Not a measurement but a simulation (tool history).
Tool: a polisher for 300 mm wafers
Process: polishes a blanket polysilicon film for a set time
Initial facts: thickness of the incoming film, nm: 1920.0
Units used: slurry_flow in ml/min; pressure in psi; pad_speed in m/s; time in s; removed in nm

run,hour,slurry_flow,pressure,pad_speed,time,removed
1,0,220,1.9,1.02,59,363.19
2,5.2,220,2.1,1.02,59,394.78
3,13.7,220,2.3,1.02,59,417.63
4,22.5,220,2.3,0.76,59,317.75
5,29.2,220,2.4,0.82,59,350.77
6,34.8,220,2.5,0.88,59,392.78
7,38,220,2.6,0.92,59,420.9

For run 8, what comes out?
8,46.3,220,2.7,0.96,59,?

Run 8 yielded removed 455.26 nm.
